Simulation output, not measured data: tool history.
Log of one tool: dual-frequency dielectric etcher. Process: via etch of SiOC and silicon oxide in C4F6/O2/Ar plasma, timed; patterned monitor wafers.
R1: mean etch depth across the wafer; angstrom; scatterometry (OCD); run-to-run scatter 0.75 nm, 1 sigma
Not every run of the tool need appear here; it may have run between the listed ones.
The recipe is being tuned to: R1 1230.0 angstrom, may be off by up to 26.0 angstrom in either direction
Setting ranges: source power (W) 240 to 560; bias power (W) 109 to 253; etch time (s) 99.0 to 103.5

run 1 hour=0.0 | source_power_(W)=400 bias_power_(W)=181 etch_time_(s)=99.0 | R1=1085.0
run 2 hour=1.1 | source_power_(W)=400 bias_power_(W)=181 etch_time_(s)=103.5 | R1=1146.7
run 3 hour=10.1 | source_power_(W)=400 bias_power_(W)=155 etch_time_(s)=103.5 | R1=1102.7
run 4 hour=16.9 | source_power_(W)=400 bias_power_(W)=155 etch_time_(s)=99.0 | R1=1042.3
run 5 hour=18.9 | source_power_(W)=400 bias_power_(W)=173 etch_time_(s)=99.0 | R1=1090.3
run 6 hour=23.3 | source_power_(W)=400 bias_power_(W)=173 etch_time_(s)=99.0 | R1=1072.6
run 7 hour=29.9 | source_power_(W)=430 bias_power_(W)=176 etch_time_(s)=99.0 | R1=1118.3
run 8 hour=38.2 | source_power_(W)=450 bias_power_(W)=178 etch_time_(s)=99.0 | R1=1145.5
run 9 hour=44.7 | source_power_(W)=460 bias_power_(W)=179 etch_time_(s)=99.0 | R1=1148.6

Below are 4 possible settings for the next run. Only one of them brings all results inside the allowed miss of their targets. Which is it?
run A hour=51.2 | source_power_(W)=510 bias_power_(W)=191 etch_time_(s)=103.0 | R1=?
run B hour=51.2 | source_power_(W)=560 bias_power_(W)=181 etch_time_(s)=101.5 | R1=?
run C hour=51.2 | source_power_(W)=490 bias_power_(W)=200 etch_time_(s)=101.0 | R1=?
run D hour=51.2 | source_power_(W)=560 bias_power_(W)=180 etch_time_(s)=103.5 | R1=?

move=A R1=1278.1
move=B R1=1282.2
move=C R1=1252.9
move=D R1=1305.3
A: takes the result that was furthest off past its target
B: takes the result that was furthest off past its target
C: each result inside its tolerance
D: takes the result that was furthest off past its target
So the answer is move C, the one that meets all the targets.
